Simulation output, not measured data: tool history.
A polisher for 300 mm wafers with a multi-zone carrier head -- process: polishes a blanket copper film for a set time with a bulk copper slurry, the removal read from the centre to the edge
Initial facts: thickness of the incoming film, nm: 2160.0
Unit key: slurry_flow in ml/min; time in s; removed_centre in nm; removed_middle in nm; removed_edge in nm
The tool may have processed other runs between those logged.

{"run": 1, "hour": 0.0, "slurry_flow": 130, "centre_zone": 1, "middle_zone": 1, "edge_zone": 1, "slurry_solids": 1, "time": 33, "removed_centre": 341.26, "removed_middle": 342.29, "removed_edge": 332.4}
{"run": 2, "hour": 7.6, "slurry_flow": 125, "centre_zone": 1.01, "middle_zone": 0.99, "edge_zone": 0.97, "slurry_solids": 0.95, "time": 33, "removed_centre": 337.93, "removed_middle": 315.28, "removed_edge": 323.04}
{"run": 3, "hour": 16.4, "slurry_flow": 125, "centre_zone": 1.01, "middle_zone": 0.99, "edge_zone": 0.97, "slurry_solids": 0.95, "time": 38, "removed_centre": 383.91, "removed_middle": 366.89, "removed_edge": 372.81}
{"run": 4, "hour": 19.9, "slurry_flow": 130, "centre_zone": 1.02, "middle_zone": 1.01, "edge_zone": 0.95, "slurry_solids": 0.9, "time": 37, "removed_centre": 386.03, "removed_middle": 366.29, "removed_edge": 358.45}
{"run": 5, "hour": 25.5, "slurry_flow": 130, "centre_zone": 1.02, "middle_zone": 1.01, "edge_zone": 0.92, "slurry_solids": 0.9, "time": 37, "removed_centre": 382.17, "removed_middle": 369.78, "removed_edge": 351.22}
{"run": 6, "hour": 27.1, "slurry_flow": 130, "centre_zone": 1.09, "middle_zone": 1.01, "edge_zone": 0.92, "slurry_solids": 0.9, "time": 37, "removed_centre": 394.42, "removed_middle": 369.17, "removed_edge": 348.29}
{"run": 7, "hour": 32.7, "slurry_flow": 125, "centre_zone": 1.09, "middle_zone": 1.01, "edge_zone": 0.91, "slurry_solids": 0.85, "time": 36, "removed_centre": 379.34, "removed_middle": 340.03, "removed_edge": 334.17}
{"run": 8, "hour": 36.3, "slurry_flow": 125, "centre_zone": 1.09, "middle_zone": 1.02, "edge_zone": 0.9, "slurry_solids": 0.8, "time": 35, "removed_centre": 367.45, "removed_middle": 341.88, "removed_edge": 318.13}
{"run": 9, "hour": 40.3, "slurry_flow": 120, "centre_zone": 1.09, "middle_zone": 1.01, "edge_zone": 0.89, "slurry_solids": 0.75, "time": 35, "removed_centre": 352.47, "removed_middle": 327.02, "removed_edge": 318.21}
{"run": 10, "hour": 47.2, "slurry_flow": 120, "centre_zone": 1.1, "middle_zone": 1.01, "edge_zone": 0.88, "slurry_solids": 0.75, "time": 34, "removed_centre": 348.65, "removed_middle": 315.36, "removed_edge": 301.94}
{"run": 11, "hour": 50.0, "slurry_flow": 115, "centre_zone": 1.1, "middle_zone": 1.01, "edge_zone": 0.87, "slurry_solids": 0.7, "time": 34, "removed_centre": 344.58, "removed_middle": 317.37, "removed_edge": 293.53}
{"run": 12, "hour": 54.0, "slurry_flow": 110, "centre_zone": 1.1, "middle_zone": 1, "edge_zone": 0.86, "slurry_solids": 0.7, "time": 34, "removed_centre": 336.44, "removed_middle": 306.9, "removed_edge": 285.97}

Run 13 comes next. What will it give?
{"run": 13, "hour": 62.6, "slurry_flow": 105, "centre_zone": 1.1, "middle_zone": 0.99, "edge_zone": 0.86, "slurry_solids": 0.7, "time": 34, "removed_centre": "?", "removed_middle": "?", "removed_edge": "?"}

{"run 13": {"removed_centre": 332.49, "removed_middle": 303.73, "removed_edge": 291.53}}

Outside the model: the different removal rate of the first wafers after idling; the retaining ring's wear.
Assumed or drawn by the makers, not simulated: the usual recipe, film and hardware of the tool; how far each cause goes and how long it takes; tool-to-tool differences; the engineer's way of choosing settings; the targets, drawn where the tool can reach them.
